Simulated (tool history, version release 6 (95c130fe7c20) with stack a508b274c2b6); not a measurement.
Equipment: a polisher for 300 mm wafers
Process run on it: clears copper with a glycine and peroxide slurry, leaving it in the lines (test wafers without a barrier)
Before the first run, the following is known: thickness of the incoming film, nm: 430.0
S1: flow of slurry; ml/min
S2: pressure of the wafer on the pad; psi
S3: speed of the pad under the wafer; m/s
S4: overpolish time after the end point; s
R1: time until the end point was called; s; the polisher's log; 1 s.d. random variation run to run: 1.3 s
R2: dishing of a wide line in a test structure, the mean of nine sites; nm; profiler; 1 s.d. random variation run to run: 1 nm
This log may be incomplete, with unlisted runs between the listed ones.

| run | hour | S1 | S2 | S3 | S4 | R1 | R2 |
|---|---|---|---|---|---|---|---|
| 1 | 0 | 295 | 2 | 1 | 21 | 97.324 | 47.565 |
| 2 | 7.7 | 295 | 2 | 1.14 | 21 | 88.923 | 49.929 |
| 3 | 15.3 | 295 | 1.8 | 1.14 | 22 | 98.723 | 49.007 |
| 4 | 20.5 | 295 | 1.7 | 1.14 | 22 | 101.37 | 48.648 |
| 5 | 28.4 | 295 | 1.6 | 1.14 | 22 | 106.92 | 45.141 |
| 6 | 31.2 | 295 | 1.5 | 1.14 | 23 | 110.31 | 44.662 |
| 7 | 33.5 | 295 | 1.4 | 1.14 | 24 | 116.33 | 45.868 |

Expected results for the next run?
| 8 | 34.6 | 295 | 1.3 | 1.14 | 24 | ? | ? |

{"run 8": {"R1": 122.12, "R2": 43.506}}
